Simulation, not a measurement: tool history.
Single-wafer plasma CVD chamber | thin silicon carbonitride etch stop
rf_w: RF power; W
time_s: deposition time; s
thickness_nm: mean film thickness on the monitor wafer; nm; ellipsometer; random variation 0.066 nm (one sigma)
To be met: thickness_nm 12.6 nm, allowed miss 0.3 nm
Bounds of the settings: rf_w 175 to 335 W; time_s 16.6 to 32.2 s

run,day,rf_w,time_s,thickness_nm
1,0,255,24.4,14.191
2,0.308,275,24.4,14.602
3,0.671,275,22.7,13.618
4,0.908,290,22.7,13.9
5,0.967,285,22.6,13.774
6,0.988,270,22.6,13.571
7,1.267,265,22.5,13.424
8,1.462,260,22.4,13.256
9,1.717,255,22.3,13.05

Which of these 5 next moves meets every target?
A,1.971,275,21,?
B,1.971,315,22.3,?
C,1.971,310,21.7,?
D,1.971,255,24,?
E,1.971,330,21.3,?

move,thickness_nm
A,12.606
B,13.966
C,13.522
D,14.07
E,13.534
A: meets every target
B: further off than the last run
C: further off than the last run
D: further off than the last run
E: further off than the last run
Move A is the one to make.

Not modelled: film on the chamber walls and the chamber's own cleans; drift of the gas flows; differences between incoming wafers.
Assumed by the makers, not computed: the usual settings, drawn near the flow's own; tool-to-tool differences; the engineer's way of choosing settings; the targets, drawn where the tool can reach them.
